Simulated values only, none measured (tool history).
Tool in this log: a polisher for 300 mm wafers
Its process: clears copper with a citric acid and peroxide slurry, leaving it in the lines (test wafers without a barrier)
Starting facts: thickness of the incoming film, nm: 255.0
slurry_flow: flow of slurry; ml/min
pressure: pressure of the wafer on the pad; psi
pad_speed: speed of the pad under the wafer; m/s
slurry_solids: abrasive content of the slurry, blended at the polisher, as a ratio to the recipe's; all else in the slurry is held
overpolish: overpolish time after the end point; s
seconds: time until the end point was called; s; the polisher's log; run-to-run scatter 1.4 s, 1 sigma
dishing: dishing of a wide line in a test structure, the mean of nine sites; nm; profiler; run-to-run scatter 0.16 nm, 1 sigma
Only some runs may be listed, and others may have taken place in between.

run,hour,slurry_flow,pressure,pad_speed,slurry_solids,overpolish,seconds,dishing
1,0.0,260,3.6,0.94,1.00,27,132.73,29.3180
2,2.6,260,3.6,0.84,1.00,27,139.47,28.0730
3,9.2,270,3.6,0.80,1.05,25,139.78,26.6610
4,12.7,285,3.5,0.76,1.10,23,146.04,24.3270
5,17.7,300,3.4,0.74,1.15,21,148.98,23.3250
6,25.1,270,3.4,0.74,1.15,21,150.32,23.1280
# hour 29.2: worn pad replaced by a new one
7,29.2,200,2.5,0.86,1.05,8,161.76,9.8766

Estimate the outcome of run 8 from the log above:
8,35.8,205,2.5,0.86,1.05,8,?,?

Run 8 came out at seconds 162.49 s, dishing 9.8140 nm.
